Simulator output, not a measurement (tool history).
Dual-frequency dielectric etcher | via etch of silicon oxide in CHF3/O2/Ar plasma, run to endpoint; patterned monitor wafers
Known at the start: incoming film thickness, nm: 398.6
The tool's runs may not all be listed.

run,hour,source power (W),bias power (W),endpoint time (s)
1,0.0,640,131,205.59
2,5.7,750,131,197.57
3,13.3,770,135,194.43
4,21.8,680,135,201.01
5,25.7,700,139,198.85
6,28.6,700,124,200.92
7,34.5,740,129,198.11

The next listed run, before its measurement:
8,38.8,770,133,?

Run 8 gave endpoint time (s) 194.75.
